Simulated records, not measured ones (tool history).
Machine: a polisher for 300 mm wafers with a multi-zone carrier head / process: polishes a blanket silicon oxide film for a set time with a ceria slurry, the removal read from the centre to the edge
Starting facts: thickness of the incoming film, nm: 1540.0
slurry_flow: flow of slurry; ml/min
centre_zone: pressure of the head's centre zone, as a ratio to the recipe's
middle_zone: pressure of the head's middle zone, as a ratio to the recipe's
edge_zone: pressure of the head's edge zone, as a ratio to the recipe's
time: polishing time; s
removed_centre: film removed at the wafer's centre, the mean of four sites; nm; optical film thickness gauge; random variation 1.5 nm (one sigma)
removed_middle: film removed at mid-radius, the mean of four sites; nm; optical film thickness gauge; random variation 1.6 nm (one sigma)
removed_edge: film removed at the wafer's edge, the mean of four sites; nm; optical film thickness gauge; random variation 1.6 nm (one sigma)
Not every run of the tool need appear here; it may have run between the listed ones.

Run 1, day 0.000: slurry_flow 155 ml/min, centre_zone 1.00, middle_zone 1.00, edge_zone 1.00, time 49 s. Result: removed_centre 159.60 nm, removed_middle 151.96 nm, removed_edge 152.88 nm.
Run 2, day 0.358: slurry_flow 175 ml/min, centre_zone 1.00, middle_zone 1.00, edge_zone 1.00, time 49 s. Result: removed_centre 162.64 nm, removed_middle 154.61 nm, removed_edge 155.00 nm.
Run 3, day 0.558: slurry_flow 175 ml/min, centre_zone 1.05, middle_zone 1.00, edge_zone 1.00, time 49 s. Result: removed_centre 169.44 nm, removed_middle 155.38 nm, removed_edge 153.61 nm.
Run 4, day 0.883: slurry_flow 175 ml/min, centre_zone 1.05, middle_zone 1.00, edge_zone 1.00, time 39 s. Result: removed_centre 137.23 nm, removed_middle 123.20 nm, removed_edge 121.71 nm.
Run 5, day 1.042: slurry_flow 180 ml/min, centre_zone 1.05, middle_zone 1.02, edge_zone 1.01, time 40 s. Result: removed_centre 141.55 nm, removed_middle 129.35 nm, removed_edge 128.54 nm.
Run 6, day 1.388: slurry_flow 205 ml/min, centre_zone 1.05, middle_zone 1.02, edge_zone 1.01, time 40 s. Result: removed_centre 144.03 nm, removed_middle 129.54 nm, removed_edge 127.89 nm.
Run 7, day 1.446: slurry_flow 200 ml/min, centre_zone 1.05, middle_zone 1.03, edge_zone 1.01, time 41 s. Result: removed_centre 147.79 nm, removed_middle 135.09 nm, removed_edge 131.63 nm.
Run 8, day 1.821: slurry_flow 200 ml/min, centre_zone 1.05, middle_zone 1.05, edge_zone 1.02, time 42 s. Result: removed_centre 152.37 nm, removed_middle 139.49 nm, removed_edge 135.55 nm.

Run 9, settings as shown, results not yet in. Your forecast:
Run 9, day 2.179: slurry_flow 200 ml/min, centre_zone 1.05, middle_zone 1.05, edge_zone 1.02, time 42 s. Result: removed_centre ?, removed_middle ?, removed_edge ?.

{"run 9": {"removed_centre": 150.19, "removed_middle": 140.85, "removed_edge": 135.99}}

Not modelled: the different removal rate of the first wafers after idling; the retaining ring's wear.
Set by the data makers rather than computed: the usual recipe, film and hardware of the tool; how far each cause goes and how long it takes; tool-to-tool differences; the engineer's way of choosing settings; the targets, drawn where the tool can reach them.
